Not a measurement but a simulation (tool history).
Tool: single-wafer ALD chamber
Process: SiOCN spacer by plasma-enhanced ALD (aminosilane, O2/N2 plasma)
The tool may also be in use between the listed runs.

run	day	heater temperature setpoint (deg C)	number of ALD cycles (cycles)	mean film thickness on the monitor wafer (nm)
1	0.000	385	78	4.8720
2	0.029	385	83	5.1955
3	0.262	385	73	4.5448
4	0.612	385	79	4.9501
5	0.896	380	79	4.9270
6	0.983	380	84	5.2473
7	1.150	380	86	5.3739

Estimate the outcome of run 8 from the log above:
8	1.188	380	88	?

mean film thickness on the monitor wafer (nm): 5.4999
